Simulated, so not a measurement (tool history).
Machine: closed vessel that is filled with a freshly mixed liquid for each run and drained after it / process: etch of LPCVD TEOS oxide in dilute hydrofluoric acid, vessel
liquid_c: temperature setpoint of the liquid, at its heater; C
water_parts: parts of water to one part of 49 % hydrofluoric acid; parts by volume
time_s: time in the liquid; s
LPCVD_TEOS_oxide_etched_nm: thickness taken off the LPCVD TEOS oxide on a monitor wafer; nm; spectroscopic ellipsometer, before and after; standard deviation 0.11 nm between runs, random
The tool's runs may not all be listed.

run,hour,liquid_c,water_parts,time_s,LPCVD_TEOS_oxide_etched_nm
1,0,24,255,240,22.746
2,1.5,26.5,255,240,24.999
3,9.1,25,255,240,23.589
4,13.4,25,255,240,23.553
5,20.1,27,255,240,25.311
6,26.2,28.5,255,240,26.671
7,34.7,29.5,255,240,27.532
8,41.6,30.5,255,240,28.28
9,48,31,255,240,28.811

Run 10 is up next; what results do you expect?
10,50.3,31.5,255,240,?

Run 10 produced LPCVD_TEOS_oxide_etched_nm 29.421 nm.
